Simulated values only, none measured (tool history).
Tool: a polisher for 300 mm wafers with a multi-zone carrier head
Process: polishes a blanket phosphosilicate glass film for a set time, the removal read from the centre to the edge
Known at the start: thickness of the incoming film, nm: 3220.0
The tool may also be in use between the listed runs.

run  hour  flow of slurry (ml/min)  pressure of the head's centre zone  pressure of the head's middle zone  pressure of the head's edge zone  abrasive content of the slurry  polishing time (s)  film removed at the wafer's centre (Å)  film removed at mid-radius (Å)  film removed at the wafer's edge (Å)
  1     0                      260                                   1                                   1                                 1                               1                  51                                  5869.3                          5986.9                                5821.1
  2     7                      205                                   1                                   1                                 1                               1                  51                                    5887                          5739.5                                5744.3
  3  13.9                      225                                   1                                1.04                              1.05                            1.15                  52                                    6267                          6701.6                                6520.7
  4  15.8                      225                                   1                                1.04                              1.05                            1.15                  63                                  7689.7                          7861.2                                7799.3
  5    20                      225                                   1                                1.04                              1.05                            1.15                  50                                  6118.7                          6255.4                                6138.3
  6  28.6                      225                                0.93                                1.04                              1.05                            1.15                  50                                  5696.8                          6366.4                                6206.8

Run 7 comes next. What will it give?
  7  32.3                      240                                0.96                                1.07                              1.08                            1.25                  52                                       ?                               ?                                     ?

Run 7 gave film removed at the wafer's centre (Å) 6302.6, film removed at mid-radius (Å) 6945.6, film removed at the wafer's edge (Å) 6702.4.

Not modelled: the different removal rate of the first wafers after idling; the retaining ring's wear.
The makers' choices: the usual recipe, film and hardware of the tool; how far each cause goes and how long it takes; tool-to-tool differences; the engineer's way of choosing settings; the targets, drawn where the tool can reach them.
